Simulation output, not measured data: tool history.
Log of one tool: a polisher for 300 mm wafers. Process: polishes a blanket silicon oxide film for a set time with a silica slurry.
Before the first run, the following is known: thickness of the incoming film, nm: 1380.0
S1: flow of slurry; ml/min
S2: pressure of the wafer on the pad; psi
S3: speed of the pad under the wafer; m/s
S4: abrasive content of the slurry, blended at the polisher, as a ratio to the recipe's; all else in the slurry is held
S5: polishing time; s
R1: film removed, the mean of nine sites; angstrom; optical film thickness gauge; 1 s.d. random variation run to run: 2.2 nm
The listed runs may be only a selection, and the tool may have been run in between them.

Run 1, hour 0.0: S1 315 ml/min, S2 3.7 psi, S3 0.96 m/s, S4 1.0, S5 95 s. Result: R1 2383.3 angstrom.
Run 2, hour 2.0: S1 315 ml/min, S2 3.4 psi, S3 0.96 m/s, S4 1.0, S5 95 s. Result: R1 2298.1 angstrom.
Run 3, hour 5.8: S1 315 ml/min, S2 3.1 psi, S3 0.94 m/s, S4 1.0, S5 95 s. Result: R1 1977.3 angstrom.
Run 4, hour 9.5: S1 315 ml/min, S2 3.1 psi, S3 1.14 m/s, S4 1.0, S5 95 s. Result: R1 2268.2 angstrom.
Run 5, hour 16.6: S1 315 ml/min, S2 3.1 psi, S3 1.14 m/s, S4 1.0, S5 95 s. Result: R1 2311.6 angstrom.
Run 6, hour 17.9: S1 315 ml/min, S2 2.9 psi, S3 1.14 m/s, S4 1.0, S5 95 s. Result: R1 2117.5 angstrom.
Run 7, hour 21.6: S1 315 ml/min, S2 2.8 psi, S3 1.14 m/s, S4 1.0, S5 95 s. Result: R1 2025.1 angstrom.

The next listed run, before its measurement:
Run 8, hour 26.4: S1 315 ml/min, S2 2.7 psi, S3 1.14 m/s, S4 1.0, S5 95 s. Result: R1 ?.

R1: 2002.2 angstrom
